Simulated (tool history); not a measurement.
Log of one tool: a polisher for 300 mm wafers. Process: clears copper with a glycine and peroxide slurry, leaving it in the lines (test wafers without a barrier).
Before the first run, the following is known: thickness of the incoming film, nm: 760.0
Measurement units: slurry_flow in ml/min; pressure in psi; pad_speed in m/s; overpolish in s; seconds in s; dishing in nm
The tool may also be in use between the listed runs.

| run | hour | slurry_flow | pressure | pad_speed | overpolish | seconds | dishing |
|---|---|---|---|---|---|---|---|
| 1 | 0 | 280 | 3.3 | 0.86 | 13 | 148.82 | 28.287 |
| 2 | 0.7 | 225 | 3.3 | 0.86 | 13 | 154.43 | 27.923 |
| 3 | 2.9 | 275 | 3.3 | 0.86 | 13 | 149.36 | 28.882 |
| 4 | 9.8 | 250 | 2.9 | 0.92 | 11 | 157.21 | 25.875 |
| 5 | 16.8 | 230 | 2.6 | 0.96 | 9 | 160.45 | 22.103 |
| 6 | 24.8 | 215 | 2.3 | 1 | 8 | 168.92 | 19.571 |
| 7 | 32 | 215 | 2.3 | 1 | 8 | 169.88 | 20.347 |
| 8 | 40.7 | 205 | 2.1 | 1.06 | 7 | 171.96 | 18.001 |
| 9 | 47.7 | 195 | 1.9 | 1.12 | 6 | 174.26 | 15.681 |

For run 10, what comes out?
| 10 | 50.7 | 190 | 1.8 | 1.18 | 5 | ? | ? |

{"run 10": {"seconds": 176.34, "dishing": 14.031}}

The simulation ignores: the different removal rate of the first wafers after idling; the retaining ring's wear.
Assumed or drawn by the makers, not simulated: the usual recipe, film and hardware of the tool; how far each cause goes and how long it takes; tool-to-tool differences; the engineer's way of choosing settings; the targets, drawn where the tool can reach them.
